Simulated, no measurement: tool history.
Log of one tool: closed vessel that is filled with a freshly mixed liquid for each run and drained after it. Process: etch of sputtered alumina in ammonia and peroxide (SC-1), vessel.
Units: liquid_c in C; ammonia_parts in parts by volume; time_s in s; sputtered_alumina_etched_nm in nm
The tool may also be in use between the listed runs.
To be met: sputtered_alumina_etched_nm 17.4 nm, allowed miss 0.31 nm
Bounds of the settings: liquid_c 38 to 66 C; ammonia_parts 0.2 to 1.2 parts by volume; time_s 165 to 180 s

Run 1, hour 0: liquid_c 50 C, ammonia_parts 0.85 parts by volume, time_s 165 s. Result: sputtered_alumina_etched_nm 9.1953 nm.
Run 2, hour 2.1: liquid_c 50 C, ammonia_parts 0.85 parts by volume, time_s 180 s. Result: sputtered_alumina_etched_nm 10.026 nm.
Run 3, hour 6.1: liquid_c 50 C, ammonia_parts 1.05 parts by volume, time_s 180 s. Result: sputtered_alumina_etched_nm 10.168 nm.
Run 4, hour 13.8: liquid_c 50 C, ammonia_parts 0.85 parts by volume, time_s 180 s. Result: sputtered_alumina_etched_nm 10.058 nm.
Run 5, hour 19.5: liquid_c 50 C, ammonia_parts 0.7 parts by volume, time_s 180 s. Result: sputtered_alumina_etched_nm 9.8269 nm.
Run 6, hour 22.1: liquid_c 50 C, ammonia_parts 0.5 parts by volume, time_s 180 s. Result: sputtered_alumina_etched_nm 9.5134 nm.
Run 7, hour 30.8: liquid_c 53 C, ammonia_parts 0.5 parts by volume, time_s 180 s. Result: sputtered_alumina_etched_nm 11.233 nm.
Run 8, hour 36.4: liquid_c 55 C, ammonia_parts 0.5 parts by volume, time_s 180 s. Result: sputtered_alumina_etched_nm 12.427 nm.
Run 9, hour 38.1: liquid_c 56.5 C, ammonia_parts 0.5 parts by volume, time_s 180 s. Result: sputtered_alumina_etched_nm 13.509 nm.
Run 10, hour 45.2: liquid_c 57.5 C, ammonia_parts 0.5 parts by volume, time_s 180 s. Result: sputtered_alumina_etched_nm 14.267 nm.
Run 11, hour 46.8: liquid_c 62 C, ammonia_parts 0.5 parts by volume, time_s 180 s. Result: sputtered_alumina_etched_nm 17.988 nm.

5 next moves are on the table. One of them brings every result within its allowed miss. Which?
Run A, hour 48.4: liquid_c 63 C, ammonia_parts 0.3 parts by volume, time_s 175 s. Result: sputtered_alumina_etched_nm ?.
Run B, hour 48.4: liquid_c 61.5 C, ammonia_parts 0.4 parts by volume, time_s 175 s. Result: sputtered_alumina_etched_nm ?.
Run C, hour 48.4: liquid_c 62 C, ammonia_parts 0.35 parts by volume, time_s 175 s. Result: sputtered_alumina_etched_nm ?.
Run D, hour 48.4: liquid_c 63.5 C, ammonia_parts 0.4 parts by volume, time_s 170 s. Result: sputtered_alumina_etched_nm ?.
Run E, hour 48.4: liquid_c 64 C, ammonia_parts 0.75 parts by volume, time_s 165 s. Result: sputtered_alumina_etched_nm ?.

move  sputtered_alumina_etched_nm
   A                        17.49
   B                        16.66
   C                       16.874
   D                       17.904
   E                        18.91
A: meets every target
B: takes the result that was furthest off past its target
C: takes the result that was furthest off past its target
D: nearer than the last run, and not there yet
E: further off than the last run
Move A is the one to make.

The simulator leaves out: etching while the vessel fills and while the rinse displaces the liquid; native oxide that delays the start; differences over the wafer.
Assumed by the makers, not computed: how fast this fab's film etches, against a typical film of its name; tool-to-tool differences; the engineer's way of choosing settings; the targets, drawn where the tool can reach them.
